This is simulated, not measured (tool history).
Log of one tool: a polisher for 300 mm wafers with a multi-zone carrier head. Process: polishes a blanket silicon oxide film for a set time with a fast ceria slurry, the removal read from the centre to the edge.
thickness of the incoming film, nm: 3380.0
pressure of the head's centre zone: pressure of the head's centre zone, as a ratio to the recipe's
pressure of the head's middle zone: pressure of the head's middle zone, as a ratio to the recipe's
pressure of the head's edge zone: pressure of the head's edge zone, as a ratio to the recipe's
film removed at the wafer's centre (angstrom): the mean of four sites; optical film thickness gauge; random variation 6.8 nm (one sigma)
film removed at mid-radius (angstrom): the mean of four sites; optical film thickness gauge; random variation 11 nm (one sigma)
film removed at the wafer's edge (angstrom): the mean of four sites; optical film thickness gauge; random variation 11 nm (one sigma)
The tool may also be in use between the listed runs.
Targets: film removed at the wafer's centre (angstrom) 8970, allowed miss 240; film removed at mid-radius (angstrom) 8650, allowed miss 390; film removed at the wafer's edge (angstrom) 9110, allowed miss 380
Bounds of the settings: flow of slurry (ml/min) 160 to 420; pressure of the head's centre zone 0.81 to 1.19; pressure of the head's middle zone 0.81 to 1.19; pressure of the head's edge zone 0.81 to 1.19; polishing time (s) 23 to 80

| run | day | flow of slurry (ml/min) | pressure of the head's centre zone | pressure of the head's middle zone | pressure of the head's edge zone | polishing time (s) | film removed at the wafer's centre (angstrom) | film removed at mid-radius (angstrom) | film removed at the wafer's edge (angstrom) |
|---|---|---|---|---|---|---|---|---|---|
| 1 | 0 | 270 | 1 | 1 | 1 | 51 | 6265.5 | 6352.1 | 6786.5 |
| 2 | 0.262 | 275 | 1.02 | 1.02 | 1.02 | 53 | 6755.9 | 6640 | 6930.7 |
| 3 | 0.367 | 275 | 1.02 | 0.94 | 1.02 | 53 | 6686.8 | 6300.2 | 6938.4 |
| 4 | 0.538 | 305 | 1.02 | 0.94 | 1.02 | 53 | 6810.4 | 6357 | 7028.4 |
| 5 | 0.592 | 305 | 1.02 | 0.94 | 1.02 | 63 | 8135.3 | 7536.6 | 8472.1 |
| 6 | 0.925 | 275 | 1.02 | 0.94 | 1.02 | 63 | 7975.8 | 7528.5 | 8308.8 |
| 7 | 1.154 | 285 | 1.02 | 0.96 | 1.03 | 63 | 8049.6 | 7709.8 | 8295.7 |
| 8 | 1.3 | 295 | 1.02 | 0.97 | 1.03 | 64 | 8232.1 | 7869.7 | 8582.1 |

5 next moves are on the table. One of them brings every result within its allowed miss. Which?
| A | 1.446 | 290 | 0.98 | 0.97 | 1.03 | 69 | ? | ? | ? |
| B | 1.446 | 295 | 1.07 | 1.03 | 1.07 | 67 | ? | ? | ? |
| C | 1.446 | 280 | 0.88 | 1.02 | 1.02 | 67 | ? | ? | ? |
| D | 1.446 | 420 | 1.17 | 0.81 | 1.17 | 60 | ? | ? | ? |
| E | 1.446 | 235 | 0.92 | 1.04 | 1.06 | 69 | ? | ? | ? |

| move | film removed at the wafer's centre (angstrom) | film removed at mid-radius (angstrom) | film removed at the wafer's edge (angstrom) |
|---|---|---|---|
| A | 8524.6 | 8457.4 | 9060.8 |
| B | 8958.5 | 8650.9 | 8970.8 |
| C | 7515.5 | 8538.8 | 8724.8 |
| D | 8967.4 | 6538.6 | 8635 |
| E | 7847.2 | 8743.6 | 9004.5 |
A: nearer than the last run, and not there yet
B: meets every target
C: further off than the last run
D: brings the result that was furthest off to its target, and leaves another outside
E: further off than the last run
The right move is B.
